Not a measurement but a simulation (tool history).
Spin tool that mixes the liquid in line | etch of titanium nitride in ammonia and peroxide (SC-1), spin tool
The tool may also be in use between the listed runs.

run  hour  temperature setpoint of the liquid (°C)  parts of water to one part of 30 % peroxide (parts by volume)  parts of 29 % ammonia solution to one part of 30 % peroxide (parts by volume)  time under the liquid (s)  thickness taken off the titanium nitride on a monitor wafer (angstrom)
  1     0                                       62                                                             12                                                                            0.5                         25                                                                  47.237
  2   3.9                                       63                                                             12                                                                            0.5                         25                                                                  50.048
  3   7.1                                       63                                                             12                                                                            0.4                         25                                                                  48.706
  4  15.7                                     59.5                                                             12                                                                            0.4                         25                                                                  38.332
  5  24.7                                     61.5                                                             12                                                                            0.4                         25                                                                  43.459
  6  31.6                                     61.5                                                             12                                                                            0.4                         25                                                                   43.89

The next listed run, before its measurement:
     40.3  -- new drum of ammonia solution connected
  7  40.3                                       69                                                             12                                                                            0.4                         25                                                                       ?

thickness taken off the titanium nitride on a monitor wafer (angstrom): 71.931
